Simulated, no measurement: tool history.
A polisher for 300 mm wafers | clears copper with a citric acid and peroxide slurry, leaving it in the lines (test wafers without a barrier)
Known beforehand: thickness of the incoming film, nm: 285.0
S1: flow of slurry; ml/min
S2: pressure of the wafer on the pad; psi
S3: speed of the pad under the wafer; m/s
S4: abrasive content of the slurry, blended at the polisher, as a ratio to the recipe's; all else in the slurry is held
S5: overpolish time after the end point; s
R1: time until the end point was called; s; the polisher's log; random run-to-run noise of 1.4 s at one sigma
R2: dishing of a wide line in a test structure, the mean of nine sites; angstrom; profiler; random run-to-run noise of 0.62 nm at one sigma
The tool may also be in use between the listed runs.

run 1 hour=0.0 | S1=275 S2=2.7 S3=1.06 S4=1.0 S5=27 | R1=153.73 R2=389.72
run 2 hour=4.8 | S1=275 S2=2.7 S3=1.06 S4=1.0 S5=31 | R1=153.05 R2=421.28
run 3 hour=6.1 | S1=275 S2=2.8 S3=1.10 S4=1.0 S5=26 | R1=145.23 R2=387.53
run 4 hour=12.2 | S1=275 S2=2.8 S3=1.26 S4=1.0 S5=26 | R1=128.49 R2=437.60
run 5 hour=13.3 | S1=275 S2=2.8 S3=1.40 S4=1.0 S5=26 | R1=114.09 R2=475.47
run 6 hour=20.7 | S1=275 S2=2.8 S3=1.40 S4=1.0 S5=33 | R1=112.05 R2=564.05
run 7 hour=29.2 | S1=270 S2=2.8 S3=1.46 S4=1.0 S5=28 | R1=110.36 R2=509.18

Run 8 is up next; what results do you expect?
run 8 hour=30.2 | S1=265 S2=2.8 S3=1.50 S4=1.0 S5=24 | R1=? R2=?

R1: 108.05 s
R2: 465.79 angstrom
